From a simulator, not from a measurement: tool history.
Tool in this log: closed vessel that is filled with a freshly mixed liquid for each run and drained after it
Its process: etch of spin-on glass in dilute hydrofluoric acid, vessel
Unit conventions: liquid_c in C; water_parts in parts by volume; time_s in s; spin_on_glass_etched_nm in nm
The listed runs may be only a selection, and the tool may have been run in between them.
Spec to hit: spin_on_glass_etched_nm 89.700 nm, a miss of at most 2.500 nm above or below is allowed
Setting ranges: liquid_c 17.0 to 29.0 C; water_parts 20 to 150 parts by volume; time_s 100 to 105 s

run	hour	liquid_c	water_parts	time_s	spin_on_glass_etched_nm
1	0.0	21.0	85	100	45.317
2	7.3	21.0	85	100	44.992
3	15.6	21.0	60	100	65.448
4	21.7	23.5	60	100	72.977
5	30.4	25.0	60	100	78.084
6	33.0	25.0	40	100	121.250
# hour 36.0: thermometer replaced
7	36.0	23.0	40	100	101.740
8	41.2	22.0	40	100	95.171
9	45.2	21.5	40	100	94.472
10	53.5	21.0	40	100	93.360

Consider the 4 candidate settings below. Which is the only one whose results all fall within their allowed miss of target?
A	61.8	19.0	35	100	?
B	61.8	17.5	35	105	?
C	61.8	22.0	40	100	?
D	61.8	17.0	35	100	?

move	spin_on_glass_etched_nm
A	98.450
B	96.843
C	97.317
D	90.232
A: lands further from the targets than the last run did
B: lands further from the targets than the last run did
C: lands further from the targets than the last run did
D: in spec on every target
Answer: D

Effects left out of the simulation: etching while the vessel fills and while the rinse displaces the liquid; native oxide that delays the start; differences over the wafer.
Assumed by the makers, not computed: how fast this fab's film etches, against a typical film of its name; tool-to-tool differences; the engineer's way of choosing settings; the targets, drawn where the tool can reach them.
